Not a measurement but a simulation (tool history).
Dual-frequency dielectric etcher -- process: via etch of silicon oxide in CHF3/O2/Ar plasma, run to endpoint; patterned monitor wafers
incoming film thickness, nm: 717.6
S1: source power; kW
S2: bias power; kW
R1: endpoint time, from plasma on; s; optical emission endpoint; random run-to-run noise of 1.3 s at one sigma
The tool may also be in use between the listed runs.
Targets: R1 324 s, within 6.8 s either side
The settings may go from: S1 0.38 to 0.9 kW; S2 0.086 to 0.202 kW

run 1 hour=0 | S1=0.64 S2=0.144 | R1=358.01
run 2 hour=7.7 | S1=0.65 S2=0.145 | R1=359.45
run 3 hour=13.1 | S1=0.65 S2=0.127 | R1=367.74
run 4 hour=18.8 | S1=0.65 S2=0.138 | R1=361.15
run 5 hour=20.1 | S1=0.58 S2=0.138 | R1=380.87
run 6 hour=22.8 | S1=0.65 S2=0.138 | R1=361.92
run 7 hour=27.3 | S1=0.67 S2=0.139 | R1=355.54
run 8 hour=32.3 | S1=0.68 S2=0.14 | R1=351.32

Consider the 4 candidate settings below. Which is the only one whose results all fall within their allowed miss of target?
run A hour=37.3 | S1=0.79 S2=0.149 | R1=?
run B hour=37.3 | S1=0.75 S2=0.144 | R1=?
run C hour=37.3 | S1=0.89 S2=0.157 | R1=?
run D hour=37.3 | S1=0.74 S2=0.144 | R1=?

move=A R1=325.55
move=B R1=335.21
move=C R1=306.17
move=D R1=337.13
A: every result within its allowed miss
B: nearer the targets than the last run, but a result is still out of spec
C: carries the result that was furthest off beyond its target, to the other side
D: nearer the targets than the last run, but a result is still out of spec
Correct choice: A, which meets every target

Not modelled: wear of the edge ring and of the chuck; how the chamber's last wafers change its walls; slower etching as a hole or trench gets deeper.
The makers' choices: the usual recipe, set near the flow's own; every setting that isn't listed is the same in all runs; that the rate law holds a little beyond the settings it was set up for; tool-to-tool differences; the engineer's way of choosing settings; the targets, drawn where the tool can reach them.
